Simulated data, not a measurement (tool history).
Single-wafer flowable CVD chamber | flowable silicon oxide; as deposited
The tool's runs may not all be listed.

run	hour	heater temperature setpoint (°C)	chamber pressure (Torr)	RF power (W)	deposition time (s)	mean film thickness on the monitor wafer (angstrom)
1	0	105	0.92	1590	790	5075.9
2	8.8	107	0.92	1590	790	4729.9
3	11.6	117	0.92	1590	790	3292.5
4	15.9	124	0.92	1590	790	2624.6
5	18.8	129	0.92	1590	790	2330.4
6	25.8	129	0.825	1590	790	2071.8
7	28	126	0.826	1590	790	2243.5
8	35.7	123	0.827	1590	790	2475.8
9	41.4	121	0.827	1590	790	2609.6
10	42.4	119	0.827	1590	790	2788.6

Forecast run 11:
11	44.4	117	0.827	1590	790	?

{"run 11": {"mean film thickness on the monitor wafer (angstrom)": 2960.9}}

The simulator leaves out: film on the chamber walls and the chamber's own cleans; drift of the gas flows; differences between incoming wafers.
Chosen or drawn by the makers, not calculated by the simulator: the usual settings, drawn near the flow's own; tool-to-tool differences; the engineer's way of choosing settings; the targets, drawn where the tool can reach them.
